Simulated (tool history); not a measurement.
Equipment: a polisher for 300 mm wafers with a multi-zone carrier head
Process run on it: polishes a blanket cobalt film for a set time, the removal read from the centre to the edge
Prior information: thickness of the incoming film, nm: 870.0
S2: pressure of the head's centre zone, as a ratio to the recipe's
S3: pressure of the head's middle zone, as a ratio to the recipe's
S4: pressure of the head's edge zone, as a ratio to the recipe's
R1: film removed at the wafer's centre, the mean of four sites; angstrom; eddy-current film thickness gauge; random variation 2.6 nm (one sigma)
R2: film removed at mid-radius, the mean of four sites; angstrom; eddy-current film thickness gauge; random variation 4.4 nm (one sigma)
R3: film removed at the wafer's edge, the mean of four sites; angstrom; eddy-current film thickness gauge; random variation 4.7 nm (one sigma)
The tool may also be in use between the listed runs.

{"run": 1, "hour": 0.0, "flow of slurry (ml/min)": 175, "S2": 1, "S3": 1, "S4": 1, "polishing time (s)": 48, "R1": 2509.6, "R2": 2523.2, "R3": 2582}
{"run": 2, "hour": 6.3, "flow of slurry (ml/min)": 175, "S2": 1, "S3": 1, "S4": 1, "polishing time (s)": 53, "R1": 2790.4, "R2": 2796, "R3": 2890.1}
{"run": 3, "hour": 10.0, "flow of slurry (ml/min)": 185, "S2": 1.01, "S3": 1.03, "S4": 1.01, "polishing time (s)": 54, "R1": 2888, "R2": 2956.5, "R3": 2876.4}
{"run": 4, "hour": 16.7, "flow of slurry (ml/min)": 185, "S2": 1.01, "S3": 1.03, "S4": 0.96, "polishing time (s)": 54, "R1": 2893.1, "R2": 2892.9, "R3": 2812}
{"run": 5, "hour": 18.6, "flow of slurry (ml/min)": 185, "S2": 1.02, "S3": 1.04, "S4": 0.99, "polishing time (s)": 55, "R1": 2984.5, "R2": 3018.5, "R3": 2914.7}
{"run": 6, "hour": 27.3, "flow of slurry (ml/min)": 185, "S2": 1.02, "S3": 1, "S4": 0.99, "polishing time (s)": 55, "R1": 2950.6, "R2": 2842.9, "R3": 2897.1}

Run 7 is up next; what results do you expect?
{"run": 7, "hour": 33.6, "flow of slurry (ml/min)": 180, "S2": 1.03, "S3": 1.02, "S4": 1.01, "polishing time (s)": 56, "R1": "?", "R2": "?", "R3": "?"}

R1: 3019.8 angstrom
R2: 3009.6 angstrom
R3: 2981.6 angstrom

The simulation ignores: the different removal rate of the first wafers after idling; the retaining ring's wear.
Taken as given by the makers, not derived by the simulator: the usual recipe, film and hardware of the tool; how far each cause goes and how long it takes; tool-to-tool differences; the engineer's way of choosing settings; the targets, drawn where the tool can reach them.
